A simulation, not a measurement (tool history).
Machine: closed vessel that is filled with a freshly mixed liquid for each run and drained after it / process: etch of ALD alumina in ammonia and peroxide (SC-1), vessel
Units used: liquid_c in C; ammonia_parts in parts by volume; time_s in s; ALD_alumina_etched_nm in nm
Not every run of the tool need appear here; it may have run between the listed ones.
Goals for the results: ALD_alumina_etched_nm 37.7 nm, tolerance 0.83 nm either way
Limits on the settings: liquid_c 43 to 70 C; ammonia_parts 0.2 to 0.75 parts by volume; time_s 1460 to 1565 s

Run 1, hour 0: liquid_c 59 C, ammonia_parts 0.45 parts by volume, time_s 1460 s. Result: ALD_alumina_etched_nm 76.558 nm.
Run 2, hour 8.5: liquid_c 65 C, ammonia_parts 0.45 parts by volume, time_s 1460 s. Result: ALD_alumina_etched_nm 102.91 nm.
Run 3, hour 12.5: liquid_c 58.5 C, ammonia_parts 0.45 parts by volume, time_s 1460 s. Result: ALD_alumina_etched_nm 74.051 nm.
Run 4, hour 20.5: liquid_c 58.5 C, ammonia_parts 0.55 parts by volume, time_s 1460 s. Result: ALD_alumina_etched_nm 75.785 nm.
Run 5, hour 27.3: liquid_c 54 C, ammonia_parts 0.55 parts by volume, time_s 1460 s. Result: ALD_alumina_etched_nm 59.532 nm.
Run 6, hour 29.5: liquid_c 51 C, ammonia_parts 0.55 parts by volume, time_s 1460 s. Result: ALD_alumina_etched_nm 50.772 nm.
Run 7, hour 31: liquid_c 44 C, ammonia_parts 0.55 parts by volume, time_s 1460 s. Result: ALD_alumina_etched_nm 34.444 nm.
Run 8, hour 33.9: liquid_c 44.5 C, ammonia_parts 0.55 parts by volume, time_s 1460 s. Result: ALD_alumina_etched_nm 35.469 nm.
Run 9, hour 36: liquid_c 45 C, ammonia_parts 0.55 parts by volume, time_s 1460 s. Result: ALD_alumina_etched_nm 36.383 nm.

Which one of the following 4 next-run settings gets every result inside its allowed miss? There is exactly one.
Run A, hour 38.1: liquid_c 45.5 C, ammonia_parts 0.65 parts by volume, time_s 1540 s. Result: ALD_alumina_etched_nm ?.
Run B, hour 38.1: liquid_c 45.5 C, ammonia_parts 0.6 parts by volume, time_s 1530 s. Result: ALD_alumina_etched_nm ?.
Run C, hour 38.1: liquid_c 44 C, ammonia_parts 0.75 parts by volume, time_s 1545 s. Result: ALD_alumina_etched_nm ?.
Run D, hour 38.1: liquid_c 43 C, ammonia_parts 0.7 parts by volume, time_s 1565 s. Result: ALD_alumina_etched_nm ?.

move  ALD_alumina_etched_nm
   A                 40.226
   B                 39.662
   C                 37.556
   D                  35.68
A: the result that was furthest off in the last run now lies on the other side of its target
B: the result that was furthest off in the last run now lies on the other side of its target
C: hits every target within its allowed miss
D: lands further from the targets than the last run did
So the answer is move C, the one that meets all the targets.
